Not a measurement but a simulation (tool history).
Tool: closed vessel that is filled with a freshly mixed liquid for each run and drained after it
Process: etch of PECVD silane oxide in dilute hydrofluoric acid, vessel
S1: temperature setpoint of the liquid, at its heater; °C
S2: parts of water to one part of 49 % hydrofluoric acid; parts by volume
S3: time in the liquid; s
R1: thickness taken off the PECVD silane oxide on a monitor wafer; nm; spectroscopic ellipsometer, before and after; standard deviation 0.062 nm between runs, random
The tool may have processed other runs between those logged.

run 1 hour=0.0 | S1=21.0 S2=240 S3=190 | R1=11.621
run 2 hour=2.0 | S1=21.0 S2=175 S3=190 | R1=16.918
run 3 hour=9.1 | S1=22.5 S2=175 S3=190 | R1=18.141
run 4 hour=18.0 | S1=22.5 S2=100 S3=190 | R1=34.482
run 5 hour=20.5 | S1=22.5 S2=100 S3=145 | R1=26.519
run 6 hour=23.3 | S1=26.0 S2=100 S3=145 | R1=30.210
run 7 hour=31.6 | S1=23.5 S2=140 S3=145 | R1=18.567
run 8 hour=33.4 | S1=22.5 S2=165 S3=145 | R1=14.873
run 9 hour=35.3 | S1=21.0 S2=175 S3=145 | R1=13.016
run 10 hour=37.4 | S1=20.0 S2=175 S3=145 | R1=12.418
run 11 hour=42.2 | S1=19.0 S2=175 S3=145 | R1=12.048
run 12 hour=45.4 | S1=18.5 S2=180 S3=145 | R1=11.452
run 13 hour=51.3 | S1=18.0 S2=185 S3=145 | R1=10.894
run 14 hour=56.0 | S1=17.5 S2=185 S3=145 | R1=10.656
-- hour=64.2 hydrofluoric acid flow meter replaced
run 15 hour=64.2 | S1=17.0 S2=200 S3=145 | R1=10.825

What does the tool deliver on the next run?
run 16 hour=68.4 | S1=17.0 S2=205 S3=145 | R1=?

{"run 16": {"R1": 10.372}}

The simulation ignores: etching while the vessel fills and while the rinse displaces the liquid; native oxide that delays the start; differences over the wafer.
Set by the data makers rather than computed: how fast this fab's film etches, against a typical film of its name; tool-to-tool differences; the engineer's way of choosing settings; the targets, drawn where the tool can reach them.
